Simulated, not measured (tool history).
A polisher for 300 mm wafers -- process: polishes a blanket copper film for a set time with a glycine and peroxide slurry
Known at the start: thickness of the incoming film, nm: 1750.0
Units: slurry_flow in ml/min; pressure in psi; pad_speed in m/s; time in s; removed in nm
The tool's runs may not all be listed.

run	hour	slurry_flow	pressure	pad_speed	time	removed
1	0	225	1.9	0.96	42	196.74
2	1	225	1.9	1.18	42	232.61
3	2.1	225	2	1.18	42	235.55
4	10.1	180	2	1.18	42	233.14
5	11.9	180	2	1.08	42	210.92
6	20.3	185	2.1	1.08	42	228.35
7	24.7	185	2.2	1.08	42	230.7

Predict the results of run 8:
8	29.2	185	2.3	1.08	42	?

Run 8 gave removed 236.5 nm.
